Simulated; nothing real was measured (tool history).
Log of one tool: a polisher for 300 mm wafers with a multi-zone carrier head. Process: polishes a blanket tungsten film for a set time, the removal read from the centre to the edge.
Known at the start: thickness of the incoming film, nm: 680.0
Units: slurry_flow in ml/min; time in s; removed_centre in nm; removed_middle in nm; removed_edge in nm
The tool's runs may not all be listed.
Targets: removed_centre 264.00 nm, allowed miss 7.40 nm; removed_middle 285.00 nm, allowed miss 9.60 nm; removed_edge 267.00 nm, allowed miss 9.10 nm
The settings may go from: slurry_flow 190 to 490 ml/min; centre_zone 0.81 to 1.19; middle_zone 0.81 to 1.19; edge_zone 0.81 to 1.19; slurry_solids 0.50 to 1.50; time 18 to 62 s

run 1 day=0.000 | slurry_flow=315 centre_zone=1.00 middle_zone=1.00 edge_zone=1.00 slurry_solids=1.00 time=40 | removed_centre=222.19 removed_middle=220.98 removed_edge=221.78
run 2 day=0.354 | slurry_flow=315 centre_zone=1.00 middle_zone=0.93 edge_zone=1.00 slurry_solids=1.00 time=40 | removed_centre=220.59 removed_middle=212.40 removed_edge=227.31
run 3 day=0.438 | slurry_flow=315 centre_zone=1.00 middle_zone=0.93 edge_zone=1.05 slurry_solids=1.00 time=40 | removed_centre=220.82 removed_middle=208.95 removed_edge=232.66
run 4 day=0.508 | slurry_flow=315 centre_zone=1.00 middle_zone=0.93 edge_zone=1.05 slurry_solids=1.00 time=33 | removed_centre=181.71 removed_middle=171.00 removed_edge=189.13
run 5 day=0.617 | slurry_flow=315 centre_zone=1.04 middle_zone=0.93 edge_zone=1.05 slurry_solids=1.00 time=33 | removed_centre=188.10 removed_middle=168.32 removed_edge=191.80
run 6 day=0.696 | slurry_flow=320 centre_zone=1.03 middle_zone=0.95 edge_zone=1.05 slurry_solids=1.05 time=34 | removed_centre=196.31 removed_middle=182.66 removed_edge=200.15
run 7 day=0.746 | slurry_flow=325 centre_zone=1.03 middle_zone=0.97 edge_zone=1.06 slurry_solids=1.10 time=35 | removed_centre=202.78 removed_middle=193.40 removed_edge=207.72
run 8 day=0.871 | slurry_flow=330 centre_zone=1.04 middle_zone=0.99 edge_zone=1.07 slurry_solids=1.15 time=36 | removed_centre=212.74 removed_middle=201.43 removed_edge=219.13
run 9 day=1.046 | slurry_flow=335 centre_zone=1.04 middle_zone=1.01 edge_zone=1.07 slurry_solids=1.20 time=37 | removed_centre=219.91 removed_middle=218.11 removed_edge=228.39
run 10 day=1.208 | slurry_flow=340 centre_zone=1.05 middle_zone=1.03 edge_zone=1.08 slurry_solids=1.25 time=37 | removed_centre=222.15 removed_middle=217.17 removed_edge=230.64
run 11 day=1.233 | slurry_flow=345 centre_zone=1.03 middle_zone=1.13 edge_zone=0.98 slurry_solids=1.45 time=45 | removed_centre=274.87 removed_middle=293.60 removed_edge=270.53
run 12 day=1.375 | slurry_flow=340 centre_zone=1.03 middle_zone=1.13 edge_zone=0.98 slurry_solids=1.45 time=45 | removed_centre=277.87 removed_middle=292.39 removed_edge=270.56

Which of these 5 next moves meets every target?
run A day=1.517 | slurry_flow=275 centre_zone=1.04 middle_zone=1.14 edge_zone=0.84 slurry_solids=1.45 time=44 | removed_centre=? removed_middle=? removed_edge=?
run B day=1.517 | slurry_flow=415 centre_zone=1.00 middle_zone=1.09 edge_zone=0.94 slurry_solids=1.45 time=41 | removed_centre=? removed_middle=? removed_edge=?
run C day=1.517 | slurry_flow=365 centre_zone=0.95 middle_zone=1.04 edge_zone=1.03 slurry_solids=1.45 time=43 | removed_centre=? removed_middle=? removed_edge=?
run D day=1.517 | slurry_flow=295 centre_zone=1.08 middle_zone=1.19 edge_zone=1.13 slurry_solids=1.50 time=42 | removed_centre=? removed_middle=? removed_edge=?
run E day=1.517 | slurry_flow=340 centre_zone=0.97 middle_zone=1.13 edge_zone=0.89 slurry_solids=1.35 time=44 | removed_centre=? removed_middle=? removed_edge=?

move=A removed_centre=264.13 removed_middle=283.05 removed_edge=243.78
move=B removed_centre=245.72 removed_middle=262.77 removed_edge=245.71
move=C removed_centre=242.11 removed_middle=262.32 removed_edge=267.47
move=D removed_centre=265.63 removed_middle=283.90 removed_edge=270.99
move=E removed_centre=248.35 removed_middle=282.87 removed_edge=250.76
A: brings the result that was furthest off to its target, and leaves another outside
B: takes the result that was furthest off past its target
C: takes the result that was furthest off past its target
D: meets every target
E: takes the result that was furthest off past its target
Answer: D
